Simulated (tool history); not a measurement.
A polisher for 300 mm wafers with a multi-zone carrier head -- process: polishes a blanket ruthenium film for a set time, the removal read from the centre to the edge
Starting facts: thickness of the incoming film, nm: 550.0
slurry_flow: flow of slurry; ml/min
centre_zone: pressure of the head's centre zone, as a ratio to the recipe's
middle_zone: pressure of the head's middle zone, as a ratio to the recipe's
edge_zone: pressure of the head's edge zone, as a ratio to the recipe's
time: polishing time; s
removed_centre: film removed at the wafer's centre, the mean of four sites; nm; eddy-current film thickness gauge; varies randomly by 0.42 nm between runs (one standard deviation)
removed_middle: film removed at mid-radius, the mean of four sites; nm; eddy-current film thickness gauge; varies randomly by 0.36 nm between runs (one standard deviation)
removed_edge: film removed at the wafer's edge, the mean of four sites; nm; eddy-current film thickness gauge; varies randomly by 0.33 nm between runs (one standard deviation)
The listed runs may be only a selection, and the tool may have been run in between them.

run	hour	slurry_flow	centre_zone	middle_zone	edge_zone	time	removed_centre	removed_middle	removed_edge
1	0	250	1	1	1	47	36.459	36.178	35.191
2	1.5	265	1	1.01	1.05	48	38.766	37.046	36.227
3	8.2	260	0.97	1	1.06	50	38.569	38.543	38.086
4	8.9	260	0.97	1	1.06	59	44.718	45.407	44.946
5	10.6	250	0.97	0.98	1.04	58	44.32	43.633	43.742
6	13.9	240	0.96	0.97	1.02	57	42.925	42.896	42.93

Run 7 comes next. What will it give?
7	16.2	235	0.95	0.96	1.01	56	?	?	?

For run 7 the tool returned removed_centre 42.203 nm, removed_middle 41.666 nm, removed_edge 42.329 nm.
